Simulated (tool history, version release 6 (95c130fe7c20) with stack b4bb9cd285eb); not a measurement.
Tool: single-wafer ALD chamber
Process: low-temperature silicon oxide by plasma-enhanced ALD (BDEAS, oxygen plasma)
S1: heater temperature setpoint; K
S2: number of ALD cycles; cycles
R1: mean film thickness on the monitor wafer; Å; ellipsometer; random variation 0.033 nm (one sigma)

Run 1, day 0.000: S1 388.15 K, S2 53 cycles. Result: R1 86.554 Å.
Run 2, day 0.100: S1 388.15 K, S2 52 cycles. Result: R1 85.122 Å.
Run 3, day 0.421: S1 388.15 K, S2 57 cycles. Result: R1 93.184 Å.
Run 4, day 0.800: S1 388.15 K, S2 55 cycles. Result: R1 90.274 Å.
Run 5, day 0.871: S1 388.15 K, S2 53 cycles. Result: R1 86.398 Å.
Run 6, day 1.225: S1 388.15 K, S2 57 cycles. Result: R1 93.525 Å.
Run 7, day 1.404: S1 392.15 K, S2 49 cycles. Result: R1 79.775 Å.
Run 8, day 1.458: S1 392.15 K, S2 48 cycles. Result: R1 77.908 Å.
Run 9, day 1.683: S1 392.15 K, S2 48 cycles. Result: R1 77.943 Å.
Run 10, day 1.746: S1 392.15 K, S2 47 cycles. Result: R1 77.076 Å.
Run 11, day 1.971: S1 392.15 K, S2 46 cycles. Result: R1 75.019 Å.

The next listed run, before its measurement:
Run 12, day 2.333: S1 392.15 K, S2 45 cycles. Result: R1 ?.

{"run 12": {"R1": 73.003}}
